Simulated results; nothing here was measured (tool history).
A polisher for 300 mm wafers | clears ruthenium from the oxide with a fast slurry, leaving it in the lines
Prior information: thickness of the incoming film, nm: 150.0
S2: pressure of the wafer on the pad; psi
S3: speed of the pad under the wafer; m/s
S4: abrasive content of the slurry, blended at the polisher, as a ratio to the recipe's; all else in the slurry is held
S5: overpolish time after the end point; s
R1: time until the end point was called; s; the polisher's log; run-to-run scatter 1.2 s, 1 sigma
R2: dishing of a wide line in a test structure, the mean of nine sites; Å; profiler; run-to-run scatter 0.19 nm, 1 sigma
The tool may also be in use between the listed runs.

Run 1, day 0.000: flow of slurry (ml/min) 200, S2 1.7 psi, S3 0.76 m/s, S4 1.0, S5 14 s. Result: R1 88.406 s, R2 183.58 Å.
Run 2, day 0.258: flow of slurry (ml/min) 200, S2 1.3 psi, S3 0.76 m/s, S4 1.0, S5 14 s. Result: R1 114.670 s, R2 156.84 Å.
Run 3, day 0.404: flow of slurry (ml/min) 200, S2 1.7 psi, S3 0.76 m/s, S4 1.0, S5 14 s. Result: R1 89.422 s, R2 198.45 Å.
Run 4, day 0.429: flow of slurry (ml/min) 200, S2 1.6 psi, S3 0.76 m/s, S4 1.0, S5 12 s. Result: R1 94.714 s, R2 160.12 Å.
Run 5, day 0.600: flow of slurry (ml/min) 200, S2 1.6 psi, S3 0.64 m/s, S4 1.0, S5 12 s. Result: R1 107.960 s, R2 138.06 Å.
Run 6, day 0.712: flow of slurry (ml/min) 200, S2 1.6 psi, S3 0.64 m/s, S4 1.0, S5 11 s. Result: R1 110.290 s, R2 130.88 Å.
Run 7, day 0.954: flow of slurry (ml/min) 200, S2 1.6 psi, S3 0.64 m/s, S4 1.0, S5 11 s. Result: R1 111.650 s, R2 129.55 Å.

Forecast run 8:
Run 8, day 1.296: flow of slurry (ml/min) 200, S2 1.6 psi, S3 0.64 m/s, S4 1.0, S5 11 s. Result: R1 ?, R2 ?.

R1: 110.360 s
R2: 127.07 Å
